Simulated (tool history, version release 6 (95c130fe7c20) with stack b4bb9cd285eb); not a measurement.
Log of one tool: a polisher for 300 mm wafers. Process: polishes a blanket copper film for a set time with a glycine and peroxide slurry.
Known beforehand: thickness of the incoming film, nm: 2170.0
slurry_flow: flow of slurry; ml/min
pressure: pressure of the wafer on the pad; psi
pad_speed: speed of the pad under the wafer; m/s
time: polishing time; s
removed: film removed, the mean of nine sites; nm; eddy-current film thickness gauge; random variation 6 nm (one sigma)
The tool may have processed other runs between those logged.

Run 1, hour 0: slurry_flow 125 ml/min, pressure 2.8 psi, pad_speed 1.14 m/s, time 57 s. Result: removed 374.9 nm.
Run 2, hour 8.3: slurry_flow 125 ml/min, pressure 2.8 psi, pad_speed 1.14 m/s, time 57 s. Result: removed 374.03 nm.
Run 3, hour 15.2: slurry_flow 130 ml/min, pressure 3.1 psi, pad_speed 1.14 m/s, time 57 s. Result: removed 412.11 nm.
Run 4, hour 24: slurry_flow 130 ml/min, pressure 3.1 psi, pad_speed 0.9 m/s, time 57 s. Result: removed 343.75 nm.
Run 5, hour 31.1: slurry_flow 145 ml/min, pressure 3.1 psi, pad_speed 0.9 m/s, time 57 s. Result: removed 352.36 nm.
Run 6, hour 39.3: slurry_flow 145 ml/min, pressure 3.1 psi, pad_speed 0.9 m/s, time 57 s. Result: removed 360.21 nm.
Run 7, hour 41: slurry_flow 150 ml/min, pressure 3.4 psi, pad_speed 0.9 m/s, time 57 s. Result: removed 377.88 nm.
Run 8, hour 48.7: slurry_flow 150 ml/min, pressure 4.2 psi, pad_speed 1.2 m/s, time 58 s. Result: removed 593.57 nm.

Predict the results of run 9:
Run 9, hour 54.1: slurry_flow 145 ml/min, pressure 4.1 psi, pad_speed 1.2 m/s, time 58 s. Result: removed ?.

Run 9 produced removed 584.01 nm.
